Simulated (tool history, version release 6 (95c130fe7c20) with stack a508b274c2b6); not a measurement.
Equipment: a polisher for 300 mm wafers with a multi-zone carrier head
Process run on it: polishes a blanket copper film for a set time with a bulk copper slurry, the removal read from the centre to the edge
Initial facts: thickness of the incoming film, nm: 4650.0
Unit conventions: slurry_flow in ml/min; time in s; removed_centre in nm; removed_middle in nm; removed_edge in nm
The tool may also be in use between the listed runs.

run 1 hour=0.0 | slurry_flow=215 centre_zone=1.00 middle_zone=1.00 edge_zone=1.00 slurry_solids=1.0 time=62 | removed_centre=359.39 removed_middle=362.31 removed_edge=355.69
run 2 hour=3.3 | slurry_flow=215 centre_zone=1.00 middle_zone=1.07 edge_zone=1.00 slurry_solids=1.0 time=62 | removed_centre=362.05 removed_middle=387.11 removed_edge=360.62
run 3 hour=4.0 | slurry_flow=225 centre_zone=1.04 middle_zone=1.05 edge_zone=1.04 slurry_solids=1.1 time=63 | removed_centre=390.93 removed_middle=403.19 removed_edge=380.73
run 4 hour=12.9 | slurry_flow=200 centre_zone=1.04 middle_zone=1.05 edge_zone=1.04 slurry_solids=1.1 time=63 | removed_centre=387.96 removed_middle=398.17 removed_edge=372.85
run 5 hour=20.1 | slurry_flow=200 centre_zone=1.04 middle_zone=1.05 edge_zone=1.07 slurry_solids=1.1 time=63 | removed_centre=390.82 removed_middle=383.55 removed_edge=375.95
run 6 hour=23.4 | slurry_flow=200 centre_zone=1.04 middle_zone=1.05 edge_zone=1.07 slurry_solids=1.1 time=76 | removed_centre=460.46 removed_middle=468.55 removed_edge=463.02
run 7 hour=24.4 | slurry_flow=200 centre_zone=1.07 middle_zone=1.02 edge_zone=1.08 slurry_solids=1.1 time=76 | removed_centre=485.96 removed_middle=453.91 removed_edge=464.20
run 8 hour=30.1 | slurry_flow=200 centre_zone=1.08 middle_zone=1.01 edge_zone=1.09 slurry_solids=1.1 time=76 | removed_centre=484.31 removed_middle=449.29 removed_edge=464.19

What does the tool deliver on the next run?
run 9 hour=38.4 | slurry_flow=200 centre_zone=1.08 middle_zone=1.01 edge_zone=1.09 slurry_solids=1.1 time=76 | removed_centre=? removed_middle=? removed_edge=?

{"run 9": {"removed_centre": 488.26, "removed_middle": 449.27, "removed_edge": 463.84}}
